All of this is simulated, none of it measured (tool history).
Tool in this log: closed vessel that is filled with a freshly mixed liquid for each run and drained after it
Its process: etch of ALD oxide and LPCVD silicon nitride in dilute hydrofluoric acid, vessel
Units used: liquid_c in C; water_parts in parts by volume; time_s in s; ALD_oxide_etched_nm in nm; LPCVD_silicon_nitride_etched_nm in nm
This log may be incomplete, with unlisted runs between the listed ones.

| run | hour | liquid_c | water_parts | time_s | ALD_oxide_etched_nm | LPCVD_silicon_nitride_etched_nm |
|---|---|---|---|---|---|---|
| 1 | 0 | 20 | 60 | 70 | 27.44 | 0.40624 |
| 2 | 6.8 | 21.5 | 50 | 75 | 38.048 | 0.64311 |
| 3 | 7.9 | 21.5 | 40 | 80 | 50.084 | 0.84482 |
| 4 | 10.8 | 21.5 | 50 | 80 | 40.089 | 0.61631 |
| 5 | 13.9 | 23 | 50 | 80 | 41.972 | 0.66494 |
| 6 | 15.6 | 20.5 | 50 | 80 | 37.739 | 0.5353 |
| 7 | 21.2 | 20.5 | 40 | 85 | 52.487 | 0.73817 |

For run 8, what comes out?
| 8 | 28.2 | 20 | 35 | 85 | ? | ? |

{"run 8": {"ALD_oxide_etched_nm": 58.553, "LPCVD_silicon_nitride_etched_nm": 0.70767}}
